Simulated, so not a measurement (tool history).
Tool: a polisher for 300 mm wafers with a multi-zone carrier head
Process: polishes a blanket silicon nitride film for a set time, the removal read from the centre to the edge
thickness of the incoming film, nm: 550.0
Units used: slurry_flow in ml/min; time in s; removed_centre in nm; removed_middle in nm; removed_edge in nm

Run 1, day 0: slurry_flow 240 ml/min, centre_zone 1, middle_zone 1, edge_zone 1, time 33 s. Result: removed_centre 46.612 nm, removed_middle 46.888 nm, removed_edge 44.577 nm.
Run 2, day 0.262: slurry_flow 220 ml/min, centre_zone 0.97, middle_zone 0.97, edge_zone 0.98, time 29 s. Result: removed_centre 38.551 nm, removed_middle 39.137 nm, removed_edge 39.42 nm.
Run 3, day 0.375: slurry_flow 205 ml/min, centre_zone 0.96, middle_zone 0.96, edge_zone 0.95, time 26 s. Result: removed_centre 33.204 nm, removed_middle 34.731 nm, removed_edge 35.668 nm.
Run 4, day 0.562: slurry_flow 205 ml/min, centre_zone 0.96, middle_zone 0.96, edge_zone 0.92, time 26 s. Result: removed_centre 33.662 nm, removed_middle 34.655 nm, removed_edge 34.285 nm.
Run 5, day 0.638: slurry_flow 205 ml/min, centre_zone 0.96, middle_zone 0.89, edge_zone 0.92, time 26 s. Result: removed_centre 33.559 nm, removed_middle 32.967 nm, removed_edge 34.172 nm.
Run 6, day 0.888: slurry_flow 205 ml/min, centre_zone 0.96, middle_zone 0.89, edge_zone 0.87, time 26 s. Result: removed_centre 34.019 nm, removed_middle 32.648 nm, removed_edge 33.536 nm.
Run 7, day 0.992: slurry_flow 205 ml/min, centre_zone 0.96, middle_zone 0.89, edge_zone 0.87, time 26 s. Result: removed_centre 34.302 nm, removed_middle 32.617 nm, removed_edge 33.322 nm.
Run 8, day 1.125: slurry_flow 205 ml/min, centre_zone 0.95, middle_zone 0.88, edge_zone 0.86, time 24 s. Result: removed_centre 30.701 nm, removed_middle 29.271 nm, removed_edge 30.362 nm.
Run 9, day 1.388: slurry_flow 195 ml/min, centre_zone 0.85, middle_zone 0.84, edge_zone 0.81, time 17 s. Result: removed_centre 19.158 nm, removed_middle 20.297 nm, removed_edge 21.276 nm.
Run 10, day 1.562: slurry_flow 210 ml/min, centre_zone 0.86, middle_zone 0.84, edge_zone 0.83, time 17 s. Result: removed_centre 19.958 nm, removed_middle 20.491 nm, removed_edge 21.744 nm.
At day 1.608: edge zone pressure recalibrated.
Run 11, day 1.608: slurry_flow 215 ml/min, centre_zone 0.87, middle_zone 0.85, edge_zone 0.85, time 17 s. Result: removed_centre 20.486 nm, removed_middle 20.486 nm, removed_edge 22.972 nm.
Run 12, day 1.729: slurry_flow 215 ml/min, centre_zone 0.88, middle_zone 0.86, edge_zone 0.85, time 17 s. Result: removed_centre 20.355 nm, removed_middle 20.979 nm, removed_edge 22.284 nm.
Run 13, day 1.804: slurry_flow 215 ml/min, centre_zone 0.89, middle_zone 0.86, edge_zone 0.86, time 17 s. Result: removed_centre 20.628 nm, removed_middle 21.052 nm, removed_edge 23.244 nm.
Run 14, day 1.829: slurry_flow 215 ml/min, centre_zone 0.9, middle_zone 0.87, edge_zone 0.86, time 17 s. Result: removed_centre 20.438 nm, removed_middle 21.174 nm, removed_edge 22.772 nm.
Run 15, day 2.038: slurry_flow 215 ml/min, centre_zone 0.91, middle_zone 0.87, edge_zone 0.86, time 17 s. Result: removed_centre 20.957 nm, removed_middle 21.136 nm, removed_edge 22.738 nm.
Run 16, day 2.117: slurry_flow 215 ml/min, centre_zone 0.92, middle_zone 0.88, edge_zone 0.87, time 17 s. Result: removed_centre 21.479 nm, removed_middle 21.249 nm, removed_edge 22.615 nm.
Run 17, day 2.429: slurry_flow 230 ml/min, centre_zone 0.9, middle_zone 0.9, edge_zone 0.92, time 18 s. Result: removed_centre 22.55 nm, removed_middle 23.108 nm, removed_edge 25.52 nm.
Run 18, day 2.646: slurry_flow 230 ml/min, centre_zone 0.9, middle_zone 0.9, edge_zone 0.91, time 18 s. Result: removed_centre 22.33 nm, removed_middle 23.001 nm, removed_edge 25.276 nm.

Estimate the outcome of run 19 from the log above:
Run 19, day 2.683: slurry_flow 230 ml/min, centre_zone 0.9, middle_zone 0.9, edge_zone 0.9, time 18 s. Result: removed_centre ?, removed_middle ?, removed_edge ?.

{"run 19": {"removed_centre": 22.443, "removed_middle": 22.781, "removed_edge": 24.47}}
